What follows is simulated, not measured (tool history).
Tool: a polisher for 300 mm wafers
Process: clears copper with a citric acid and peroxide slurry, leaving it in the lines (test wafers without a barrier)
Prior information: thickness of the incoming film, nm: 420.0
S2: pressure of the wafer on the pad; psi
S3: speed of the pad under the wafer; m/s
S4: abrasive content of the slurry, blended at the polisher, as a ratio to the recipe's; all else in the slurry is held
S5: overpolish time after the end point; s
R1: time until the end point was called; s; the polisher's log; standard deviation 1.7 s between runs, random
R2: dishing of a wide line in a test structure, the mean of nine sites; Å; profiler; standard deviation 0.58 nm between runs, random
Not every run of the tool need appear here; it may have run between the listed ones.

Run 1, hour 0.0: flow of slurry (ml/min) 290, S2 3.2 psi, S3 1.30 m/s, S4 1.00, S5 29 s. Result: R1 131.170 s, R2 599.99 Å.
Run 2, hour 7.3: flow of slurry (ml/min) 290, S2 2.8 psi, S3 1.30 m/s, S4 1.00, S5 29 s. Result: R1 145.690 s, R2 555.79 Å.
Run 3, hour 10.2: flow of slurry (ml/min) 320, S2 2.8 psi, S3 1.30 m/s, S4 1.00, S5 29 s. Result: R1 144.770 s, R2 532.96 Å.
Run 4, hour 18.3: flow of slurry (ml/min) 320, S2 2.2 psi, S3 1.30 m/s, S4 1.00, S5 29 s. Result: R1 176.990 s, R2 461.23 Å.
Run 5, hour 19.1: flow of slurry (ml/min) 340, S2 2.4 psi, S3 1.32 m/s, S4 1.00, S5 26 s. Result: R1 164.720 s, R2 440.20 Å.
Run 6, hour 23.2: flow of slurry (ml/min) 340, S2 2.4 psi, S3 1.32 m/s, S4 1.00, S5 17 s. Result: R1 162.550 s, R2 316.47 Å.
Run 7, hour 25.5: flow of slurry (ml/min) 345, S2 3.2 psi, S3 1.68 m/s, S4 1.05, S5 9 s. Result: R1 107.280 s, R2 259.49 Å.
Run 8, hour 26.9: flow of slurry (ml/min) 345, S2 4.1 psi, S3 1.74 m/s, S4 1.05, S5 14 s. Result: R1 82.796 s, R2 493.98 Å.
Run 9, hour 35.5: flow of slurry (ml/min) 345, S2 4.0 psi, S3 1.78 m/s, S4 1.05, S5 13 s. Result: R1 81.232 s, R2 451.58 Å.
Run 10, hour 40.6: flow of slurry (ml/min) 345, S2 3.9 psi, S3 1.80 m/s, S4 1.05, S5 12 s. Result: R1 81.714 s, R2 424.28 Å.
Run 11, hour 41.1: flow of slurry (ml/min) 345, S2 3.8 psi, S3 1.82 m/s, S4 1.05, S5 12 s. Result: R1 85.595 s, R2 431.68 Å.
Run 12, hour 42.2: flow of slurry (ml/min) 350, S2 3.8 psi, S3 1.80 m/s, S4 1.10, S5 12 s. Result: R1 85.498 s, R2 424.43 Å.
At hour 50.3: slurry nozzle cleaned.
Run 13, hour 50.3: flow of slurry (ml/min) 345, S2 3.8 psi, S3 1.82 m/s, S4 1.05, S5 12 s. Result: R1 83.892 s, R2 426.07 Å.

Run 14, settings as shown, results not yet in. Your forecast:
Run 14, hour 58.5: flow of slurry (ml/min) 335, S2 3.7 psi, S3 1.86 m/s, S4 1.10, S5 12 s. Result: R1 ?, R2 ?.

R1: 81.780 s
R2: 417.60 Å
